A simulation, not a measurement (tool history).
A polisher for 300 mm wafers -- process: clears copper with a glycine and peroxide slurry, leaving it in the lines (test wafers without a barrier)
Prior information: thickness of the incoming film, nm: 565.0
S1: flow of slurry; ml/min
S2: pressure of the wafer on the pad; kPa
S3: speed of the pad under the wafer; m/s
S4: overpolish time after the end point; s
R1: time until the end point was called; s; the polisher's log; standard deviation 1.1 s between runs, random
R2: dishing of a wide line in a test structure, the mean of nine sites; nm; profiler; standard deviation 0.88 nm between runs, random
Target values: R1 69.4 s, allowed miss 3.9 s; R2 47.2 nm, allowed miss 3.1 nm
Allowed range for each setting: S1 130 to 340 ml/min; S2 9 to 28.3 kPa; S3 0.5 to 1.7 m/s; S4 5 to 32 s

run	hour	S1	S2	S3	S4	R1	R2
1	0	220	18.6	1.1	16	108.28	59.183
2	2.4	220	20.7	1.1	16	97.957	65.807
3	8	220	20.7	1.3	16	86.976	68.54
4	14.6	220	20.7	1.12	16	96.879	64.075
5	19.3	190	20.7	1.12	16	99.432	63.561
6	23	195	22.1	1.18	13	88.335	56.662
7	29.3	195	23.4	1.2	11	82.184	53.533
8	31.2	195	27.6	1.24	5	69.323	30.837
9	35.8	195	26.9	1.3	6	67.716	38.246
10	40.3	195	26.2	1.32	6	68.809	38.276
11	44.2	195	26.2	1.32	6	68.739	36.697
12	46.8	195	25.5	1.34	7	68.929	42.176
13	53.6	190	25.5	1.36	7	68.704	41.661
14	56.4	190	25.5	1.34	10	69.833	57.34
15	61.4	205	25.5	1.34	10	68.605	56.488
16	66.4	210	25.5	1.32	9	69.237	51.281
17	72.2	205	25.5	1.32	9	71.032	51.508
18	73.5	200	25.5	1.32	9	70.244	52.449

Which single option among these 4 for the next run brings every result within its allowed miss of target? Just one does.
A	74.8	210	27.6	1.22	10	?	?
B	74.8	160	24.8	1.32	10	?	?
C	74.8	205	26.2	1.28	8	?	?
D	74.8	185	26.9	1.32	11	?	?

move	R1	R2
A	71.306	56.256
B	76.125	53.051
C	71.747	46.273
D	69.21	62.156
A: the biggest miss grows against the last run
B: the biggest miss grows against the last run
C: all results land within tolerance of their targets
D: the biggest miss grows against the last run
So the answer is move C, the one that meets all the targets.

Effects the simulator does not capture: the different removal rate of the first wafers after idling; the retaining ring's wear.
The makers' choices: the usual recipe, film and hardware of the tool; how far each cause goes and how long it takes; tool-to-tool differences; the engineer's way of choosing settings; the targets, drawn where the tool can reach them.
